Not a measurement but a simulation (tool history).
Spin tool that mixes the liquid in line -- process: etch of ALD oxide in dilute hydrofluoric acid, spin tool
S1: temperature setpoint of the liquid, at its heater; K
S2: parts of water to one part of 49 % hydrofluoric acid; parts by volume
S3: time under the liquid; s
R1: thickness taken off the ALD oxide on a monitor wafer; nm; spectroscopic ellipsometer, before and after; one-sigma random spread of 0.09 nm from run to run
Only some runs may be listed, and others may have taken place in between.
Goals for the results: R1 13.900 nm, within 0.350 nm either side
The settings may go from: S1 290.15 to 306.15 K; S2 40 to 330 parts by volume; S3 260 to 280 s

| run | day | S1 | S2 | S3 | R1 |
|---|---|---|---|---|---|
| 1 | 0.000 | 298.15 | 185 | 260 | 19.334 |
| 2 | 0.279 | 298.15 | 125 | 260 | 30.684 |
| 3 | 0.538 | 298.15 | 90 | 260 | 44.623 |
| 4 | 0.658 | 296.65 | 105 | 260 | 35.029 |
| 5 | 0.796 | 295.65 | 120 | 260 | 29.501 |
| 6 | 0.958 | 295.65 | 170 | 260 | 19.495 |
| 7 | 1.112 | 294.65 | 170 | 260 | 18.793 |
| 8 | 1.258 | 294.15 | 175 | 260 | 17.653 |
| 9 | 1.546 | 293.65 | 175 | 260 | 17.509 |
| 10 | 1.888 | 293.15 | 175 | 260 | 17.090 |
| 11 | 1.946 | 292.65 | 175 | 260 | 16.789 |
| 12 | 2.229 | 292.15 | 175 | 260 | 16.464 |
| 13 | 2.321 | 291.65 | 175 | 260 | 16.154 |
| 14 | 2.433 | 291.65 | 175 | 260 | 16.022 |
| 15 | 2.483 | 290.65 | 180 | 260 | 14.953 |

Of the 5 settings listed for the next run, only one would bring every result within its allowed miss of target. Which one?
| A | 2.533 | 291.65 | 225 | 280 | ? |
| B | 2.533 | 290.65 | 205 | 280 | ? |
| C | 2.533 | 290.65 | 210 | 270 | ? |
| D | 2.533 | 290.65 | 180 | 280 | ? |
| E | 2.533 | 291.65 | 205 | 260 | ? |

| move | R1 |
|---|---|
| A | 12.766 |
| B | 13.724 |
| C | 12.860 |
| D | 16.000 |
| E | 13.256 |
A: takes the result that was furthest off past its target
B: all results land within tolerance of their targets
C: takes the result that was furthest off past its target
D: further off than the last run
E: takes the result that was furthest off past its target
Answer: B

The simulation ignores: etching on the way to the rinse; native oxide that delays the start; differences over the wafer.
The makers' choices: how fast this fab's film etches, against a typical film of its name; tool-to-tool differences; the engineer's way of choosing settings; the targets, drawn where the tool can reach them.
